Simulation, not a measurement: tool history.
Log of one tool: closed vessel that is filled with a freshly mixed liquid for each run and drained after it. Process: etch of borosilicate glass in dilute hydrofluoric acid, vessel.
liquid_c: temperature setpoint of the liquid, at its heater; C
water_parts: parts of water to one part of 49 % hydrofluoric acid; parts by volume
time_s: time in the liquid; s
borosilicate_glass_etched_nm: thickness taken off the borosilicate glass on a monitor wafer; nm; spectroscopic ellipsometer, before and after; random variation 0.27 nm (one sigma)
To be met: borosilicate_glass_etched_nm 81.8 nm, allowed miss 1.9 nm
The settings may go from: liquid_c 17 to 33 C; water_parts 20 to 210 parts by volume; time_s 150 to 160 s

run    day  liquid_c  water_parts  time_s  borosilicate_glass_etched_nm
  1      0        25          115     150                        35.786
  2  0.042        25          135     150                        29.969
  3  0.154        25          160     150                        24.487
  4  0.454        25          185     150                        20.605
  5  0.604      27.5          185     150                        22.412
     0.908  -- thermometer replaced
  6  0.908      27.5          185     150                        21.082
  7  1.004        29          140     150                        30.824
  8  1.138        30          105     150                         44.74

Which of these 5 next moves meets every target?
  A  1.271        32           60     160                             ?
  B  1.271      28.5          120     150                             ?
  C  1.271        30           65     160                             ?
  D  1.271        26           40     160                             ?
  E  1.271      29.5           55     160                             ?

move  borosilicate_glass_etched_nm
   A                         96.15
   B                        36.203
   C                        81.552
   D                        117.22
   E                        95.952
A: takes the result that was furthest off past its target
B: further off than the last run
C: meets every target
D: takes the result that was furthest off past its target
E: takes the result that was furthest off past its target
Answer: C

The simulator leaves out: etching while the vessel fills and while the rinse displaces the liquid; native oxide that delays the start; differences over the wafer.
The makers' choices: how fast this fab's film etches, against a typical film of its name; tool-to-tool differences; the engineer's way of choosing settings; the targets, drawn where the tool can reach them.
